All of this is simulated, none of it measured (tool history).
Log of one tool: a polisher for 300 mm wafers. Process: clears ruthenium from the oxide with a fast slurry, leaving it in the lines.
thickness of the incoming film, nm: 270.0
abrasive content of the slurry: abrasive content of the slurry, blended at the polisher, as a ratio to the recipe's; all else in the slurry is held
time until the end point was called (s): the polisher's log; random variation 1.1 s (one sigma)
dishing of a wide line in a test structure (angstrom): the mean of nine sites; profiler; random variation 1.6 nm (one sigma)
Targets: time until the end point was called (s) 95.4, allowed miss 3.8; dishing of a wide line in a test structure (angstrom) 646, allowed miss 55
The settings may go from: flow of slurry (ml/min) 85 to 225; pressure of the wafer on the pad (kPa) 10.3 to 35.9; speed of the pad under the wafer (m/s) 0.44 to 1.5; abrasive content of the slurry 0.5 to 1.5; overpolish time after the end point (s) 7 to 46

run	hour	flow of slurry (ml/min)	pressure of the wafer on the pad (kPa)	speed of the pad under the wafer (m/s)	abrasive content of the slurry	overpolish time after the end point (s)	time until the end point was called (s)	dishing of a wide line in a test structure (angstrom)
1	0	145	22.8	0.96	1	24	66.355	649.05
2	8.4	145	22.8	0.96	1.2	24	61.73	681.96
3	10.6	145	22.8	0.96	1.35	24	57.768	713.94
4	13.9	175	22.8	0.96	1.35	24	56.202	716.45
5	17.5	175	22.8	0.74	1.35	24	70.563	596.77
6	25	175	22.8	0.94	1.35	24	57.44	741.9
7	29.6	175	20.7	0.94	1.35	25	64.17	667.47
8	35.4	175	19.3	0.94	1.35	27	67.24	663.1

Which of these 4 next moves meets every target?
A	41.2	180	21.4	1.04	1.35	23	?	?
B	41.2	180	13.8	0.88	1.45	35	?	?
C	41.2	150	18.6	0.72	1.25	46	?	?
D	41.2	145	17.9	0.72	1.4	45	?	?

move	time until the end point was called (s)	dishing of a wide line in a test structure (angstrom)
A	55.31	721.84
B	95.861	651.39
C	94.481	813.74
D	94.376	801.19
A: further off than the last run
B: meets every target
C: brings the result that was furthest off to its target, and leaves another outside
D: brings the result that was furthest off to its target, and leaves another outside
Answer: B
